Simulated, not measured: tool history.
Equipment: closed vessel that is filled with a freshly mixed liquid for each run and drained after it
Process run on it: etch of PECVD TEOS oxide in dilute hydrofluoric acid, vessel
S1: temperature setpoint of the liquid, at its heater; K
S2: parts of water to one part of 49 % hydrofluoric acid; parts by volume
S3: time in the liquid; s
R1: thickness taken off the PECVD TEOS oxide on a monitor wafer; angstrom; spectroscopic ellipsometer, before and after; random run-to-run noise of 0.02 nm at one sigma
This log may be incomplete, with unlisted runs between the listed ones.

run  hour      S1   S2  S3      R1
  1   0.0  298.15  150  30  29.958
  2   1.5  299.65  150  30  31.592
  3   6.3  296.65  155  30  27.226
  4  14.3  294.65  155  30  25.178
  5  22.2  293.15  155  30  23.930
  6  29.7  293.15  155  30  23.558

For run 7, what comes out?
  7  38.4  292.65  155  30   ?

For run 7 the tool returned R1 23.340 angstrom.
